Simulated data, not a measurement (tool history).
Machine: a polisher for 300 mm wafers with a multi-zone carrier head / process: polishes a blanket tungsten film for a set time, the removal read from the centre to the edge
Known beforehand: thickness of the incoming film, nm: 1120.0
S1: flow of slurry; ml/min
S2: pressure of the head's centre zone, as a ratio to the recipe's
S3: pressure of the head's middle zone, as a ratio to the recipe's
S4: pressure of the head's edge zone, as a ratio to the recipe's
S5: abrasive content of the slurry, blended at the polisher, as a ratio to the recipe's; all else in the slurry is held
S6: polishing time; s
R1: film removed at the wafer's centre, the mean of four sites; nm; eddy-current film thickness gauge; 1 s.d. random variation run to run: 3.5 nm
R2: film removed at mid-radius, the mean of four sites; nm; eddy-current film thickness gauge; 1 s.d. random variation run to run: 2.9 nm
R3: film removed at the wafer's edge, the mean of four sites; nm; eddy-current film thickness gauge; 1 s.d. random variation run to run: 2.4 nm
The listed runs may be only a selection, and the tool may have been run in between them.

run	day	S1	S2	S3	S4	S5	S6	R1	R2	R3
1	0	150	1	1	1	1	79	442.2	431.29	422.03
2	0.162	150	1.03	1	1	1	79	442.22	429.78	428.64
3	0.317	140	1	0.98	0.99	0.9	77	400.12	396.63	397.66
4	0.45	140	1	0.97	0.96	0.85	75	388.11	372.49	375.95
# day 0.588: worn pad replaced by a new one
5	0.588	140	1	0.97	0.96	0.75	75	386.48	379.07	371.2
6	0.762	140	1	0.97	1.01	0.75	75	380.4	375.62	381.11

The next listed run, before its measurement:
7	0.875	135	0.98	0.96	0.98	0.7	74	?	?	?

Run 7 measured R1 358.48 nm, R2 349.99 nm, R3 362.5 nm.
